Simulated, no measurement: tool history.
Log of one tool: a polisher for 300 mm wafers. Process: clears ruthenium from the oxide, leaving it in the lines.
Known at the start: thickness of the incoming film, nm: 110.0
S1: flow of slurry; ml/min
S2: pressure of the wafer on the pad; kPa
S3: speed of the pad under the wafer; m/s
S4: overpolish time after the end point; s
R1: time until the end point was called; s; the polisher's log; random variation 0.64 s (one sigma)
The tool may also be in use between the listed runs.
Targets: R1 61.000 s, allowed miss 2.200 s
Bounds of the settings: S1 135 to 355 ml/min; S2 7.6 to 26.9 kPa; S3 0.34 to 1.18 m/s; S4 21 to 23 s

run 1 hour=0.0 | S1=225 S2=17.2 S3=0.76 S4=21 | R1=89.960
run 2 hour=5.5 | S1=225 S2=17.2 S3=0.58 S4=21 | R1=111.460
run 3 hour=13.1 | S1=225 S2=15.2 S3=0.58 S4=21 | R1=124.720
run 4 hour=16.3 | S1=225 S2=17.9 S3=0.60 S4=21 | R1=105.030
run 5 hour=25.1 | S1=190 S2=17.9 S3=0.60 S4=21 | R1=106.490
run 6 hour=31.5 | S1=190 S2=15.2 S3=0.60 S4=21 | R1=124.000
run 7 hour=32.6 | S1=190 S2=17.9 S3=0.62 S4=21 | R1=103.450
run 8 hour=39.7 | S1=200 S2=22.8 S3=0.64 S4=21 | R1=84.033
run 9 hour=41.5 | S1=200 S2=23.4 S3=0.66 S4=21 | R1=79.053
run 10 hour=46.3 | S1=200 S2=23.4 S3=0.66 S4=21 | R1=78.254
run 11 hour=53.2 | S1=200 S2=24.1 S3=0.68 S4=21 | R1=75.600
run 12 hour=60.0 | S1=200 S2=24.1 S3=0.68 S4=21 | R1=74.533
run 13 hour=69.0 | S1=200 S2=24.8 S3=0.70 S4=21 | R1=72.096
run 14 hour=76.8 | S1=200 S2=25.5 S3=0.72 S4=21 | R1=67.069

Which of these 5 next moves meets every target?
run A hour=84.6 | S1=145 S2=26.9 S3=0.90 S4=21 | R1=?
run B hour=84.6 | S1=190 S2=24.1 S3=0.74 S4=21 | R1=?
run C hour=84.6 | S1=250 S2=21.4 S3=0.84 S4=23 | R1=?
run D hour=84.6 | S1=165 S2=26.2 S3=0.84 S4=22 | R1=?
run E hour=84.6 | S1=200 S2=26.9 S3=0.70 S4=22 | R1=?

move=A R1=57.430
move=B R1=70.591
move=C R1=68.235
move=D R1=60.637
move=E R1=66.518
A: takes the result that was furthest off past its target
B: further off than the last run
C: further off than the last run
D: meets every target
E: nearer than the last run, and not there yet
Answer: D
